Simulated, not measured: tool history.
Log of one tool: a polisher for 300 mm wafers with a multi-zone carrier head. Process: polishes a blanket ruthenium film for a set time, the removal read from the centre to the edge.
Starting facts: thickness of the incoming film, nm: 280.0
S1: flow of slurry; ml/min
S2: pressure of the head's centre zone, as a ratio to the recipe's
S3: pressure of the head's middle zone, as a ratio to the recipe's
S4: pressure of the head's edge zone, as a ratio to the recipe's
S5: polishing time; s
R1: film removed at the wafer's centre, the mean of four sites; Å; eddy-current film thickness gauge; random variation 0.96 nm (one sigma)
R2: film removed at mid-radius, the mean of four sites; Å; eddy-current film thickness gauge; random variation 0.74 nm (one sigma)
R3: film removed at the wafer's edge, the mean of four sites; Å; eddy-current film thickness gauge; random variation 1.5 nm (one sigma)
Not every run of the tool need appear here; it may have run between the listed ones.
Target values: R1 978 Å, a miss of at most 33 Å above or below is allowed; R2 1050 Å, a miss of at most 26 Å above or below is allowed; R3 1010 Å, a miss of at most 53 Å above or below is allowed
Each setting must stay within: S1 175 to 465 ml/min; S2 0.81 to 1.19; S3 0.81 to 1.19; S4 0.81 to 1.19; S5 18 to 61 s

Run 1, day 0: S1 295 ml/min, S2 1, S3 1, S4 1, S5 39 s. Result: R1 754.77 Å, R2 731.35 Å, R3 720.77 Å.
Run 2, day 0.212: S1 295 ml/min, S2 1, S3 1, S4 1, S5 32 s. Result: R1 611.19 Å, R2 593.66 Å, R3 611.66 Å.
Run 3, day 0.471: S1 295 ml/min, S2 1, S3 1.07, S4 1, S5 32 s. Result: R1 626.24 Å, R2 629.57 Å, R3 607.78 Å.
Run 4, day 0.733: S1 295 ml/min, S2 1, S3 1.03, S4 1, S5 32 s. Result: R1 597.05 Å, R2 618.93 Å, R3 611.58 Å.
Run 5, day 1.004: S1 305 ml/min, S2 0.98, S3 1.05, S4 1.04, S5 36 s. Result: R1 664.59 Å, R2 701.54 Å, R3 695.25 Å.
Run 6, day 1.092: S1 305 ml/min, S2 0.98, S3 1.05, S4 1.04, S5 26 s. Result: R1 487.57 Å, R2 507.08 Å, R3 490.21 Å.
Run 7, day 1.442: S1 345 ml/min, S2 1.08, S3 1.15, S4 1.14, S5 37 s. Result: R1 781.95 Å, R2 787.04 Å, R3 758.39 Å.
Run 8, day 1.654: S1 350 ml/min, S2 1.07, S3 1.16, S4 1.15, S5 39 s. Result: R1 804.97 Å, R2 833.18 Å, R3 777.07 Å.
Run 9, day 1.896: S1 280 ml/min, S2 1, S3 1.11, S4 1.19, S5 50 s. Result: R1 962.42 Å, R2 1011.6 Å, R3 1017.2 Å.

Of the 4 settings listed for the next run, only one would bring every result within its allowed miss of target. Which one?
Run A, day 2.138: S1 310 ml/min, S2 0.89, S3 0.99, S4 1.11, S5 54 s. Result: R1 ?, R2 ?, R3 ?.
Run B, day 2.138: S1 360 ml/min, S2 1, S3 1.01, S4 1.19, S5 51 s. Result: R1 ?, R2 ?, R3 ?.
Run C, day 2.138: S1 250 ml/min, S2 1, S3 1.06, S4 1.19, S5 51 s. Result: R1 ?, R2 ?, R3 ?.
Run D, day 2.138: S1 255 ml/min, S2 1, S3 1.1, S4 1.13, S5 52 s. Result: R1 ?, R2 ?, R3 ?.

move      R1      R2      R3
   A  916.55  1018.2  1078.6
   B  986.11  988.72  1056.9
   C  953.98  999.34    1032
   D  974.95  1053.7  1031.2
A: the biggest miss grows against the last run
B: the biggest miss grows against the last run
C: the biggest miss grows against the last run
D: meets every target
Move D is the one to make.
